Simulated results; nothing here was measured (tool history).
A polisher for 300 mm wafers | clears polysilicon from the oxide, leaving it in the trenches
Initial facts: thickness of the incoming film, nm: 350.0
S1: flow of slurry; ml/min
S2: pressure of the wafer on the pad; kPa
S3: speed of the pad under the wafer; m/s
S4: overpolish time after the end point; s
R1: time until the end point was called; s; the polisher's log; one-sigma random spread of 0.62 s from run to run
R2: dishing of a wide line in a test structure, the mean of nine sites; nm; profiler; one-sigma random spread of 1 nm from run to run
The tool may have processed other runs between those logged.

Run 1, day 0: S1 155 ml/min, S2 22.8 kPa, S3 0.88 m/s, S4 11 s. Result: R1 20.937 s, R2 52.103 nm.
Run 2, day 0.062: S1 155 ml/min, S2 22.8 kPa, S3 0.88 m/s, S4 8 s. Result: R1 21.767 s, R2 49.663 nm.
Run 3, day 0.117: S1 155 ml/min, S2 22.8 kPa, S3 0.88 m/s, S4 5 s. Result: R1 21.577 s, R2 40.834 nm.
Run 4, day 0.392: S1 155 ml/min, S2 26.2 kPa, S3 0.88 m/s, S4 5 s. Result: R1 18.809 s, R2 43.745 nm.
Run 5, day 0.758: S1 120 ml/min, S2 26.2 kPa, S3 0.88 m/s, S4 5 s. Result: R1 19.927 s, R2 44.31 nm.
Run 6, day 0.788: S1 120 ml/min, S2 26.2 kPa, S3 1.08 m/s, S4 5 s. Result: R1 15.557 s, R2 48.444 nm.
Run 7, day 1.058: S1 120 ml/min, S2 24.1 kPa, S3 1.06 m/s, S4 6 s. Result: R1 17.407 s, R2 48.884 nm.
Run 8, day 1.217: S1 120 ml/min, S2 22.1 kPa, S3 1.06 m/s, S4 6 s. Result: R1 17.779 s, R2 47.695 nm.
Run 9, day 1.308: S1 120 ml/min, S2 20.7 kPa, S3 1.02 m/s, S4 7 s. Result: R1 20.512 s, R2 49.631 nm.
Run 10, day 1.492: S1 120 ml/min, S2 19.3 kPa, S3 1.02 m/s, S4 7 s. Result: R1 20.834 s, R2 45.991 nm.
Run 11, day 1.646: S1 120 ml/min, S2 19.3 kPa, S3 1.02 m/s, S4 7 s. Result: R1 20.746 s, R2 48.313 nm.
Run 12, day 1.729: S1 120 ml/min, S2 17.9 kPa, S3 1 m/s, S4 8 s. Result: R1 22.656 s, R2 48.979 nm.
Run 13, day 1.779: S1 120 ml/min, S2 17.2 kPa, S3 0.98 m/s, S4 8 s. Result: R1 22.906 s, R2 46.984 nm.

Run 14 comes next. What will it give?
Run 14, day 1.833: S1 120 ml/min, S2 16.5 kPa, S3 0.96 m/s, S4 9 s. Result: R1 ?, R2 ?.

R1: 24.388 s
R2: 47.658 nm

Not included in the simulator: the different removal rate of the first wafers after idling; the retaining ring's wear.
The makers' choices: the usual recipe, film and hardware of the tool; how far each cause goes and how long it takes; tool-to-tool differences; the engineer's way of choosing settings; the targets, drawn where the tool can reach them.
